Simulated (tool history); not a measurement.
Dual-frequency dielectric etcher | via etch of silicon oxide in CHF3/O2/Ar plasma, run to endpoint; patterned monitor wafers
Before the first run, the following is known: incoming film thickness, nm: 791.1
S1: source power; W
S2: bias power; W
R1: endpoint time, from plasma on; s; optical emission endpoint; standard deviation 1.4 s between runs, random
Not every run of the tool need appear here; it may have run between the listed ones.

{"run": 1, "hour": 0.0, "S1": 900, "S2": 143, "R1": 361.16}
{"run": 2, "hour": 8.7, "S1": 820, "S2": 143, "R1": 379.35}
{"run": 3, "hour": 17.0, "S1": 820, "S2": 157, "R1": 370.97}
{"run": 4, "hour": 21.4, "S1": 760, "S2": 157, "R1": 386.64}
{"run": 5, "hour": 27.7, "S1": 760, "S2": 138, "R1": 401.43}
{"run": 6, "hour": 28.2, "S1": 790, "S2": 139, "R1": 390.19}
{"run": 7, "hour": 32.2, "S1": 820, "S2": 140, "R1": 384.16}
{"run": 8, "hour": 37.8, "S1": 840, "S2": 141, "R1": 375.44}
{"run": 9, "hour": 38.9, "S1": 860, "S2": 141, "R1": 370.62}

The next listed run, before its measurement:
{"run": 10, "hour": 47.9, "S1": 880, "S2": 141, "R1": "?"}

Run 10 came out at R1 367.83 s.
